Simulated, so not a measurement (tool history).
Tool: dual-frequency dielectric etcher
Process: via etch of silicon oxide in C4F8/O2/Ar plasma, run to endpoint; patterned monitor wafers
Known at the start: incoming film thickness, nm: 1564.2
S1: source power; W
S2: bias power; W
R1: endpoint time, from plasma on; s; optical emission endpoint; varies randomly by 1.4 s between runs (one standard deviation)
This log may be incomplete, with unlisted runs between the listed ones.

run 1 hour=0.0 | S1=2170 S2=2698 | R1=293.11
run 2 hour=8.4 | S1=2170 S2=2256 | R1=309.74
run 3 hour=16.6 | S1=2170 S2=2665 | R1=291.54
run 4 hour=24.6 | S1=2170 S2=2197 | R1=313.56
run 5 hour=28.9 | S1=1890 S2=2197 | R1=327.06
run 6 hour=32.2 | S1=2100 S2=2394 | R1=306.40
run 7 hour=34.5 | S1=2270 S2=2543 | R1=288.49
run 8 hour=39.2 | S1=2400 S2=2577 | R1=282.47
run 9 hour=47.5 | S1=2520 S2=2634 | R1=275.29
run 10 hour=53.3 | S1=2610 S2=2693 | R1=268.11

Expected results for the next run?
run 11 hour=58.0 | S1=2690 S2=2732 | R1=?

Run 11 came out at R1 266.05 s.
